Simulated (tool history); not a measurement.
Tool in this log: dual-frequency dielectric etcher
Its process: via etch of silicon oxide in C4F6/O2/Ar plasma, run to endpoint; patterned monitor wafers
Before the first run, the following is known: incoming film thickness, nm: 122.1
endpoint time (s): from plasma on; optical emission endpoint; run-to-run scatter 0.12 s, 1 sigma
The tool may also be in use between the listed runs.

run 1 hour=0.0 | bias_power_(kW)=0.412 source_power_(kW)=0.420 Ar_flow_(sccm)=236 | endpoint_time_(s)=27.039
run 2 hour=2.2 | bias_power_(kW)=0.344 source_power_(kW)=0.420 Ar_flow_(sccm)=236 | endpoint_time_(s)=30.371
run 3 hour=11.0 | bias_power_(kW)=0.344 source_power_(kW)=0.420 Ar_flow_(sccm)=252 | endpoint_time_(s)=30.429
run 4 hour=19.3 | bias_power_(kW)=0.344 source_power_(kW)=0.390 Ar_flow_(sccm)=252 | endpoint_time_(s)=31.467
run 5 hour=21.0 | bias_power_(kW)=0.290 source_power_(kW)=0.390 Ar_flow_(sccm)=252 | endpoint_time_(s)=35.157
run 6 hour=25.0 | bias_power_(kW)=0.247 source_power_(kW)=0.390 Ar_flow_(sccm)=252 | endpoint_time_(s)=39.708

The next listed run, before its measurement:
run 7 hour=31.6 | bias_power_(kW)=0.247 source_power_(kW)=0.390 Ar_flow_(sccm)=252 | endpoint_time_(s)=?

Run 7 came out at endpoint time (s) 40.038.
